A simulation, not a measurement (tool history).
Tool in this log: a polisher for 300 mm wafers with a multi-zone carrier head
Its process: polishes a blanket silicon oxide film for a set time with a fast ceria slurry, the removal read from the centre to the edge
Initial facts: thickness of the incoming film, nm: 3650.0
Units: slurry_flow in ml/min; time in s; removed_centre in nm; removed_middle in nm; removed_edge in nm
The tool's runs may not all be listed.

Run 1, day 0: slurry_flow 255 ml/min, centre_zone 1, middle_zone 1, edge_zone 1, time 52 s. Result: removed_centre 1110.6 nm, removed_middle 1079.4 nm, removed_edge 1066 nm.
Run 2, day 0.154: slurry_flow 255 ml/min, centre_zone 1.02, middle_zone 0.99, edge_zone 0.96, time 48 s. Result: removed_centre 1027.5 nm, removed_middle 971.17 nm, removed_edge 971.14 nm.
Run 3, day 0.454: slurry_flow 255 ml/min, centre_zone 1.02, middle_zone 0.99, edge_zone 0.89, time 48 s. Result: removed_centre 1040.1 nm, removed_middle 988.77 nm, removed_edge 957.6 nm.
Run 4, day 0.496: slurry_flow 255 ml/min, centre_zone 1.04, middle_zone 1, edge_zone 0.87, time 45 s. Result: removed_centre 1003.6 nm, removed_middle 938.51 nm, removed_edge 894.48 nm.
Run 5, day 0.588: slurry_flow 255 ml/min, centre_zone 1.04, middle_zone 0.95, edge_zone 0.87, time 45 s. Result: removed_centre 1009.8 nm, removed_middle 871.12 nm, removed_edge 875.19 nm.
Run 6, day 0.883: slurry_flow 200 ml/min, centre_zone 1.04, middle_zone 0.95, edge_zone 0.87, time 45 s. Result: removed_centre 962.06 nm, removed_middle 858.16 nm, removed_edge 846.3 nm.

What does the tool deliver on the next run?
Run 7, day 1.125: slurry_flow 190 ml/min, centre_zone 1.05, middle_zone 0.96, edge_zone 0.85, time 44 s. Result: removed_centre ?, removed_middle ?, removed_edge ?.

{"run 7": {"removed_centre": 947.77, "removed_middle": 859.69, "removed_edge": 827.19}}
